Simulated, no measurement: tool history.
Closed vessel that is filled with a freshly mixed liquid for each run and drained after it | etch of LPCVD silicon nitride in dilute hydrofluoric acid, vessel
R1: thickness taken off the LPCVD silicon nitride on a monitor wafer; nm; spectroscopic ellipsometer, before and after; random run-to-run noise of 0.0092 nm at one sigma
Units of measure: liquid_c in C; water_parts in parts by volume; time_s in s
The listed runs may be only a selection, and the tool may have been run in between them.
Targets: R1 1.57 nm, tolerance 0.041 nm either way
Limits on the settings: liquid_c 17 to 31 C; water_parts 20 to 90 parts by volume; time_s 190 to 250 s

{"run": 1, "day": 0.0, "liquid_c": 23, "water_parts": 50, "time_s": 250, "R1": 2.0793}
{"run": 2, "day": 0.342, "liquid_c": 21.5, "water_parts": 50, "time_s": 250, "R1": 1.8631}
{"run": 3, "day": 0.508, "liquid_c": 23.5, "water_parts": 50, "time_s": 250, "R1": 2.1429}
{"run": 4, "day": 0.588, "liquid_c": 21, "water_parts": 50, "time_s": 250, "R1": 1.8035}
{"run": 5, "day": 0.692, "liquid_c": 20.5, "water_parts": 50, "time_s": 250, "R1": 1.745}
{"run": 6, "day": 1.042, "liquid_c": 20.5, "water_parts": 50, "time_s": 250, "R1": 1.7469}
{"run": 7, "day": 1.271, "liquid_c": 20, "water_parts": 50, "time_s": 250, "R1": 1.7088}
{"run": 8, "day": 1.462, "liquid_c": 18.5, "water_parts": 50, "time_s": 250, "R1": 1.5299}

4 candidate next runs follow, results not yet known. Just one meets every target within its allowed miss. Identify it.
{"run": "A", "day": 1.654, "liquid_c": 17.5, "water_parts": 45, "time_s": 230, "R1": "?"}
{"run": "B", "day": 1.654, "liquid_c": 17, "water_parts": 45, "time_s": 235, "R1": "?"}
{"run": "C", "day": 1.654, "liquid_c": 18, "water_parts": 50, "time_s": 245, "R1": "?"}
{"run": "D", "day": 1.654, "liquid_c": 20.5, "water_parts": 45, "time_s": 200, "R1": "?"}

move=A R1=1.4532
move=B R1=1.4329
move=C R1=1.4481
move=D R1=1.5596
A: the biggest miss grows against the last run
B: the biggest miss grows against the last run
C: the biggest miss grows against the last run
D: meets every target
Correct choice: D, which meets every target

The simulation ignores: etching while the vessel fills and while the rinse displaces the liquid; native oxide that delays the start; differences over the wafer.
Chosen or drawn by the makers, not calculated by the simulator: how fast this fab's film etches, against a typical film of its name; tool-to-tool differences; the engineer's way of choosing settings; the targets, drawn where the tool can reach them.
